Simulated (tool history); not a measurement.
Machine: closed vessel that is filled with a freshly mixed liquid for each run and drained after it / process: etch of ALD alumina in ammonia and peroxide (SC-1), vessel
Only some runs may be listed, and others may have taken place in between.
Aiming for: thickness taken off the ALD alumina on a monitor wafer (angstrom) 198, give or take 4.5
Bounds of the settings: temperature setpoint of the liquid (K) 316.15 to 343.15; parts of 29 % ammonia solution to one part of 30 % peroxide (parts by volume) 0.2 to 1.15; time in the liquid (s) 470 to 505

run  hour  temperature setpoint of the liquid (K)  parts of 29 % ammonia solution to one part of 30 % peroxide (parts by volume)  time in the liquid (s)  thickness taken off the ALD alumina on a monitor wafer (angstrom)
  1     0                                  332.15                                                                           0.65                     470                                                             396.55
  2     9                                  328.15                                                                           0.65                     470                                                             320.08
  3  12.9                                  325.65                                                                           0.65                     470                                                             283.18
  4    22                                  325.65                                                                           0.65                     505                                                             303.49
  5  28.3                                  323.65                                                                           0.65                     505                                                              270.1
  6  29.8                                  329.65                                                                           0.65                     505                                                             373.02
  7  33.7                                  321.65                                                                           0.65                     505                                                             242.12
  8  38.8                                  320.65                                                                           0.65                     505                                                             227.88
  9  39.9                                  320.15                                                                           0.65                     505                                                             222.15
 10  41.7                                  319.65                                                                           0.65                     505                                                             214.91

5 candidate next runs follow, results not yet known. Just one meets every target within its allowed miss. Identify it.
  A  43.5                                  320.15                                                                            0.8                     470                                                                  ?
  B  43.5                                  318.65                                                                           0.55                     495                                                                  ?
  C  43.5                                  320.15                                                                            0.7                     480                                                                  ?
  D  43.5                                  319.65                                                                           0.65                     480                                                                  ?
  E  43.5                                  318.65                                                                            0.7                     505                                                                  ?

move  thickness taken off the ALD alumina on a monitor wafer (angstrom)
   A                                                             211.55
   B                                                             197.56
   C                                                             213.32
   D                                                             205.96
   E                                                             206.22
A: nearer the targets than the last run, but a result is still out of spec
B: all results in spec
C: nearer the targets than the last run, but a result is still out of spec
D: nearer the targets than the last run, but a result is still out of spec
E: nearer the targets than the last run, but a result is still out of spec
Answer: B

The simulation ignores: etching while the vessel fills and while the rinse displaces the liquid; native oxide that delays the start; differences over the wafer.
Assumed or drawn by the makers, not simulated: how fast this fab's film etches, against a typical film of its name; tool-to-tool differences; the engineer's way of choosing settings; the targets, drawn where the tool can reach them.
